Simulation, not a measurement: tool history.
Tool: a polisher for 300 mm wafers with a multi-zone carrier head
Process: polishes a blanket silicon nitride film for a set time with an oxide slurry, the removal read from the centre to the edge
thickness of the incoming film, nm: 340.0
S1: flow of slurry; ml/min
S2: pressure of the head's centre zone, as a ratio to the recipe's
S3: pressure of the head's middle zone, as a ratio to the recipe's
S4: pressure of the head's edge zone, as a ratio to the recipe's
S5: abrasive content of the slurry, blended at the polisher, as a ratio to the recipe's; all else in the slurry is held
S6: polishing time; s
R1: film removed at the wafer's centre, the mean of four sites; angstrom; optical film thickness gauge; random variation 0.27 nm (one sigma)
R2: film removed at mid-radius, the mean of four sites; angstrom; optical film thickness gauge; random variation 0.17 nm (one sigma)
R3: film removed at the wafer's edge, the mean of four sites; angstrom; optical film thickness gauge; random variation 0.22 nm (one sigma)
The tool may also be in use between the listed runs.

run,hour,S1,S2,S3,S4,S5,S6,R1,R2,R3
1,0,210,1,1,1,1,31,177.73,184.52,177.56
2,5.7,210,1,1,1,0.85,31,168.55,173.32,164.03
3,11.5,220,1.02,1.02,1.02,0.95,31,181.32,185.43,178.63
4,18.4,180,1.02,1.02,1.02,0.95,31,174.82,180.15,170.64
5,24.7,195,1.04,1.05,1.04,1,31,183.11,192.21,176.14
6,32.3,210,1.06,1.06,1.06,1.05,31,195.58,198.35,185.01
7,32.8,225,1.07,1.07,1.08,1.1,31,200.92,204.34,189.58
8,39.4,235,1.08,1.07,1.09,1.15,31,205.99,209.08,199.02
9,42.7,245,1.09,1.08,1.1,1.2,31,216.54,215.53,198.01

The next listed run, before its measurement:
10,47.9,245,1.09,1.08,1.11,1.25,31,?,?,?

Run 10 gave R1 212.57 angstrom, R2 221.32 angstrom, R3 202.48 angstrom.
